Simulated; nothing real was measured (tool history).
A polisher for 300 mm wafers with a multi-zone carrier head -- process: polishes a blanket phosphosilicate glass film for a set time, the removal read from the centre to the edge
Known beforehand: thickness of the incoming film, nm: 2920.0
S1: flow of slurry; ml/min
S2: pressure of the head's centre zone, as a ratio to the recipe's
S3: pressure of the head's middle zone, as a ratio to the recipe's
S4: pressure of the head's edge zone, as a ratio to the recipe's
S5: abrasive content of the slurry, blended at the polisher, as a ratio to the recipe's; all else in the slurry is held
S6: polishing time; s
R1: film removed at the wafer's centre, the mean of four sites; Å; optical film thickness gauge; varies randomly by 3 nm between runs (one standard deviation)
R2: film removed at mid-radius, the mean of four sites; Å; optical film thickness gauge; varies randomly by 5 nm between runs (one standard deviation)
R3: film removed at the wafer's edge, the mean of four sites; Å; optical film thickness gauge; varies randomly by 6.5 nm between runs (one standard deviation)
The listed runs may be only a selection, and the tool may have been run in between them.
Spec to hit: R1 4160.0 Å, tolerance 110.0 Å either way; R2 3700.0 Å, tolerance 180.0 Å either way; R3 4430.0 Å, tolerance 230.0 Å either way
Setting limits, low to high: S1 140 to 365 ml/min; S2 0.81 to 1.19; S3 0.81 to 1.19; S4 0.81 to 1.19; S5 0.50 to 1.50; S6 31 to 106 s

run  hour   S1    S2    S3    S4    S5   S6      R1      R2      R3
  1   0.0  235  1.00  1.00  1.00  1.00   68  5209.6  5248.7  5380.2
  2   7.5  235  1.00  0.96  1.00  1.00   68  5127.5  5108.5  5372.2
  3  13.7  285  1.00  0.96  1.00  1.00   68  5362.0  5240.2  5337.6
  4  16.6  330  1.00  0.96  1.00  1.00   68  5401.8  5281.9  5433.1
  5  19.0  330  1.00  0.96  1.00  1.00   85  6725.6  6456.4  6815.4
  6  24.8  330  1.00  0.96  1.00  1.00  101  7968.0  7892.6  8186.8
  7  25.8  330  0.99  0.94  1.00  0.95   96  7288.1  7202.5  7692.3
  8  28.9  330  0.99  0.92  1.00  0.90   91  6729.6  6486.0  7035.8
  9  32.7  330  0.99  0.91  1.00  0.85   87  6423.8  5957.7  6522.9
 10  36.7  330  0.98  0.90  1.00  0.80   84  5902.5  5651.8  6065.1
 11  38.1  265  1.04  0.81  1.10  0.55   68  4078.7  3342.5  4161.6
 12  46.6  265  1.04  0.82  1.11  0.55   68  4101.0  3405.7  4284.9
 13  50.4  265  1.04  0.82  1.11  0.55   68  4091.1  3331.7  4317.9
 14  56.4  290  1.03  0.92  1.12  0.60   68  4311.0  3990.6  4546.5
 15  63.7  290  1.03  0.92  1.12  0.60   68  4295.8  4034.9  4595.6
 16  70.2  260  1.03  0.85  1.09  0.55   68  4044.2  3500.4  4194.8

Which of these 4 next moves meets every target?
  A  76.7  235  1.00  1.04  0.88  0.50  73   ?   ?   ?
  B  76.7  290  0.89  0.82  1.16  0.50  77   ?   ?   ?
  C  76.7  220  1.02  0.87  1.10  0.55  72   ?   ?   ?
  D  76.7  365  1.10  0.89  0.89  0.55  68   ?   ?   ?

move      R1      R2      R3
   A  3929.6  4267.7  3889.9
   B  3785.2  3788.6  4798.1
   C  4108.9  3773.9  4467.6
   D  4458.4  3842.4  3978.0
A: takes the result that was furthest off past its target
B: meets the target for the result that was furthest off, but another lies outside its allowed miss
C: all results in spec
D: meets the target for the result that was furthest off, but another lies outside its allowed miss
Move C is the one to make.
